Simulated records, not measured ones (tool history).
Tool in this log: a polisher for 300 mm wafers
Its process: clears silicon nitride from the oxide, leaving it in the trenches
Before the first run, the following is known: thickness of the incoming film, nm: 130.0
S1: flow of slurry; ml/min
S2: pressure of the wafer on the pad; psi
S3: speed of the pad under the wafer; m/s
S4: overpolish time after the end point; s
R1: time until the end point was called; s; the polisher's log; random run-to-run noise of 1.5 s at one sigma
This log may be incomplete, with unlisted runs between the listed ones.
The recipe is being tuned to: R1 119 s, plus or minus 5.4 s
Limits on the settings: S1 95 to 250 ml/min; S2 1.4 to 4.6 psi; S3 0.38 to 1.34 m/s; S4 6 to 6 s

run  hour   S1   S2    S3  S4      R1
  1     0  160    3  0.86   6     178
  2   6.7  160  3.3  0.86   6  165.03
  3  13.6  160  3.3  0.72   6  190.37
  4  14.4  160  3.3  0.52   6  258.15
  5    22  160  3.3   0.6   6  228.45
  6  28.8  160    4   0.6   6  193.32
  7    32  165  4.2  0.66   6   162.8
  8  35.5  170  4.3   0.7   6  147.26
  9  43.7  180  4.4   0.7   6  144.92
 10  46.8  180  4.5  0.72   6  139.31
 11  55.4  180  4.5  0.74   6   134.4

Which of these 5 next moves meets every target?
  A    64  215  4.6   0.9   6   ?
  B    64  160  4.3  0.72   6   ?
  C    64  150  4.6  0.92   6   ?
  D    64  215  4.6  0.88   6   ?
  E    64  230  4.2  0.86   6   ?

move      R1
   A  105.78
   B  146.11
   C  109.01
   D  108.11
   E   119.9
A: the result that was furthest off in the last run now lies on the other side of its target
B: the biggest miss grows against the last run
C: the result that was furthest off in the last run now lies on the other side of its target
D: the result that was furthest off in the last run now lies on the other side of its target
E: every result lands within tolerance
Move E is the one to make.

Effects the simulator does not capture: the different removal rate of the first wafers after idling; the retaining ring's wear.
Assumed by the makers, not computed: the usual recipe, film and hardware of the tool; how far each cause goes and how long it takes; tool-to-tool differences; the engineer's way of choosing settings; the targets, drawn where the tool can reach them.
